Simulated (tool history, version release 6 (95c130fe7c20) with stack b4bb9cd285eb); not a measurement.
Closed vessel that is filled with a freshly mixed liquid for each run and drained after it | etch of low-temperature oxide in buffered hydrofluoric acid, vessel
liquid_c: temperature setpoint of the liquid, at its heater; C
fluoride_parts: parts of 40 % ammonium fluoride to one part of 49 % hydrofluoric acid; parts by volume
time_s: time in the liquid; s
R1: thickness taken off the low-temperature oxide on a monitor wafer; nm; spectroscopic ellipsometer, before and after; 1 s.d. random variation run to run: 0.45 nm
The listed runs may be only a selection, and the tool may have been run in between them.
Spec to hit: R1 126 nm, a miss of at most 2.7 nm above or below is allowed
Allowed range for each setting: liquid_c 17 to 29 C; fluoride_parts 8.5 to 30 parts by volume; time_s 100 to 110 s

Run 1, hour 0: liquid_c 21 C, fluoride_parts 23.5 parts by volume, time_s 100 s. Result: R1 115.4 nm.
Run 2, hour 6.4: liquid_c 21 C, fluoride_parts 29.5 parts by volume, time_s 100 s. Result: R1 98.461 nm.
Run 3, hour 13.9: liquid_c 21 C, fluoride_parts 29.5 parts by volume, time_s 110 s. Result: R1 108.31 nm.
Run 4, hour 19.7: liquid_c 18 C, fluoride_parts 29.5 parts by volume, time_s 110 s. Result: R1 91.135 nm.
Run 5, hour 22.2: liquid_c 20 C, fluoride_parts 29.5 parts by volume, time_s 110 s. Result: R1 103 nm.
Run 6, hour 25.7: liquid_c 20 C, fluoride_parts 24.5 parts by volume, time_s 110 s. Result: R1 116.17 nm.
At hour 27: hydrofluoric acid flow meter replaced.
Run 7, hour 27: liquid_c 20.5 C, fluoride_parts 24.5 parts by volume, time_s 110 s. Result: R1 115.21 nm.
Run 8, hour 35.1: liquid_c 21 C, fluoride_parts 24.5 parts by volume, time_s 110 s. Result: R1 118.32 nm.
Run 9, hour 40.5: liquid_c 21.5 C, fluoride_parts 24.5 parts by volume, time_s 110 s. Result: R1 121.77 nm.

Exercise: of the 5 proposed moves below, exactly one satisfies all targets within the stated allowed misses. Which move is it?
Run A, hour 45.9: liquid_c 22.5 C, fluoride_parts 28 parts by volume, time_s 110 s. Result: R1 ?.
Run B, hour 45.9: liquid_c 21 C, fluoride_parts 25 parts by volume, time_s 110 s. Result: R1 ?.
Run C, hour 45.9: liquid_c 23 C, fluoride_parts 30 parts by volume, time_s 110 s. Result: R1 ?.
Run D, hour 45.9: liquid_c 23.5 C, fluoride_parts 27 parts by volume, time_s 100 s. Result: R1 ?.
Run E, hour 45.9: liquid_c 23 C, fluoride_parts 26.5 parts by volume, time_s 110 s. Result: R1 ?.

move      R1
   A  117.51
   B  116.88
   C   115.2
   D  115.76
   E  125.48
A: further off than the last run
B: further off than the last run
C: further off than the last run
D: further off than the last run
E: meets every target
Correct choice: E, which meets every target
